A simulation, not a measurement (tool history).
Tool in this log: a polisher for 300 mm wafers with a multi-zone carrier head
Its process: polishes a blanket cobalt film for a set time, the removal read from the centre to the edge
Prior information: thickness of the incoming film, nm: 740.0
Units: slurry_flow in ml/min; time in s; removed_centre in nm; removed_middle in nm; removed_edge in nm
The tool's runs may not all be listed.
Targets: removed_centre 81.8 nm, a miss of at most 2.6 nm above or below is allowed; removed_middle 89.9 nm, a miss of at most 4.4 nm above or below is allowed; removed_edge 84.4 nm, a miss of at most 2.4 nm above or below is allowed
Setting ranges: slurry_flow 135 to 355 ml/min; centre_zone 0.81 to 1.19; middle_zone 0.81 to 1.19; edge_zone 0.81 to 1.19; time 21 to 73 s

| run | hour | slurry_flow | centre_zone | middle_zone | edge_zone | time | removed_centre | removed_middle | removed_edge |
|---|---|---|---|---|---|---|---|---|---|
| 1 | 0 | 225 | 1 | 1 | 1 | 47 | 118.87 | 116.02 | 119.87 |
| 2 | 6.6 | 225 | 1 | 1 | 1 | 42 | 106.56 | 103.66 | 108.47 |
| 3 | 15 | 220 | 0.98 | 1.01 | 0.96 | 40 | 97.306 | 100.33 | 100.32 |
| 4 | 21.6 | 220 | 0.98 | 1.01 | 0.96 | 47 | 116.81 | 117.46 | 119.49 |
| 5 | 28.2 | 220 | 0.98 | 1.01 | 0.96 | 38 | 93.578 | 95.991 | 95.95 |
| 6 | 35.6 | 215 | 0.97 | 1.01 | 0.93 | 37 | 90.39 | 91.002 | 92.585 |
| 7 | 43.7 | 210 | 0.96 | 1.03 | 0.9 | 37 | 89.493 | 92.715 | 90.718 |
| 8 | 50.6 | 205 | 0.95 | 1.04 | 0.88 | 37 | 88.961 | 92.546 | 89.066 |
| 9 | 54.2 | 200 | 0.94 | 1.04 | 0.87 | 37 | 87.693 | 92.417 | 89.066 |
| 10 | 62.2 | 195 | 0.93 | 1.04 | 0.86 | 37 | 86.151 | 90.872 | 87.396 |
| 11 | 70.2 | 190 | 0.92 | 1.05 | 0.85 | 37 | 84.795 | 94.075 | 87.989 |

Consider the 4 candidate settings below. Which is the only one whose results all fall within their allowed miss of target?
| A | 78.2 | 205 | 0.91 | 1.12 | 0.81 | 34 | ? | ? | ? |
| B | 78.2 | 170 | 0.83 | 0.93 | 0.99 | 39 | ? | ? | ? |
| C | 78.2 | 200 | 0.94 | 1.09 | 0.9 | 35 | ? | ? | ? |
| D | 78.2 | 190 | 0.94 | 1.03 | 0.9 | 33 | ? | ? | ? |

| move | removed_centre | removed_middle | removed_edge |
|---|---|---|---|
| A | 77.014 | 90.555 | 79.756 |
| B | 78.614 | 90.071 | 98.989 |
| C | 81.665 | 91.262 | 85.927 |
| D | 76.505 | 82.407 | 80.74 |
A: moves the result that the last run missed by most past its target, out the other side
B: further off than the last run
C: hits every target within its allowed miss
D: moves the result that the last run missed by most past its target, out the other side
The move that meets every target is C.
